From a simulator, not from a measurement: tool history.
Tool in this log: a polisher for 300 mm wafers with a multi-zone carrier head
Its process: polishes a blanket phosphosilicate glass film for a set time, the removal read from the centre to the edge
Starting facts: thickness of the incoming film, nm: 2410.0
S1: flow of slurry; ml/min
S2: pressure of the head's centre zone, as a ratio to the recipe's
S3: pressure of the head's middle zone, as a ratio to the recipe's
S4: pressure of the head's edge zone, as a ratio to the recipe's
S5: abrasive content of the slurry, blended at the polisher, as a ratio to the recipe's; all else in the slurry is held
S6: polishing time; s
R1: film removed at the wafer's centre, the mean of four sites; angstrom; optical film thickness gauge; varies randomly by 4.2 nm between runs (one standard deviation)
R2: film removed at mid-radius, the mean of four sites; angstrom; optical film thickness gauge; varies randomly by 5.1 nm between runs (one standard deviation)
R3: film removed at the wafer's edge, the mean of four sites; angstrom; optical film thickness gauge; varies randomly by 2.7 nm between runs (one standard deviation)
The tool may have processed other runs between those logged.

run	day	S1	S2	S3	S4	S5	S6	R1	R2	R3
1	0.000	190	1.00	1.00	1.00	1.00	52	3294.5	3241.7	3321.9
2	0.212	205	0.99	1.06	1.00	1.00	52	3275.9	3428.6	3284.5
3	0.342	215	0.98	1.10	1.02	1.05	52	3414.3	3677.6	3432.6
4	0.500	215	0.91	1.10	1.02	1.05	52	3287.2	3691.2	3454.8
5	0.842	215	0.84	1.10	1.02	1.05	52	3076.6	3678.5	3413.8
6	1.162	215	0.84	1.10	1.02	0.85	52	2674.6	3236.8	3015.1
7	1.192	225	0.86	1.13	1.03	0.90	52	2844.3	3447.0	3213.8
8	1.325	235	0.88	1.15	1.01	0.95	52	3023.5	3719.9	3302.4

Estimate the outcome of run 9 from the log above:
9	1.575	235	0.88	1.15	1.01	0.95	52	?	?	?

R1: 3103.1 angstrom
R2: 3636.0 angstrom
R3: 3242.0 angstrom
